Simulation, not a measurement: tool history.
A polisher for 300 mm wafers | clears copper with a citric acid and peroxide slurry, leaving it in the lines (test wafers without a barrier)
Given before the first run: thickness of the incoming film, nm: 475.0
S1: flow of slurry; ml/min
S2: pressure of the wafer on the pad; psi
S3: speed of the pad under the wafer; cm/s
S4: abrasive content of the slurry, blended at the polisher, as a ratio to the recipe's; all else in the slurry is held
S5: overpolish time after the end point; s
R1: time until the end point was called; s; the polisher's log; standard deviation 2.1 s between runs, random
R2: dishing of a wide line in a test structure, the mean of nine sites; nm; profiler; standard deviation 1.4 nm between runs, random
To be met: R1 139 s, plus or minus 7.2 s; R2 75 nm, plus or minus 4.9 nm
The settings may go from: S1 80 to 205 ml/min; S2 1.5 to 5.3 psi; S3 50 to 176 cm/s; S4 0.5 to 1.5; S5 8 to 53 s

run	hour	S1	S2	S3	S4	S5	R1	R2
1	0	135	3.4	112	1	27	211.62	44.803
2	3.3	135	3.4	140	1	27	176.03	52.41
3	4.6	105	3.4	140	1	27	189.09	51.856
4	12.1	115	3.6	140	1	28	175.94	56.577
5	20.6	85	3.6	140	1	28	180.02	51.894
6	25	85	3.6	118	1	28	219.05	43.163
7	27.2	100	3.9	120	1	29	182.88	52.502
8	33.3	115	4	120	1	30	177.85	58.248
9	39.1	125	4.2	120	1	30	168.07	58.465

5 next moves are on the table. One of them brings every result within its allowed miss. Which?
A	44.9	205	5	128	0.9	29	?	?
B	44.9	110	4.1	156	1.05	16	?	?
C	44.9	140	4.7	120	1.25	26	?	?
D	44.9	120	4.3	128	0.9	32	?	?
E	44.9	155	4.9	114	1.2	32	?	?

move	R1	R2
A	128.18	74.511
B	138.04	41.612
C	142.44	62.169
D	162.65	65.86
E	142.6	73.948
A: takes the result that was furthest off past its target
B: the furthest-off result lands on target, but another misses its tolerance
C: the furthest-off result lands on target, but another misses its tolerance
D: closes in on the targets versus the last run, not all within tolerance yet
E: every result lands within tolerance
E meets every target.
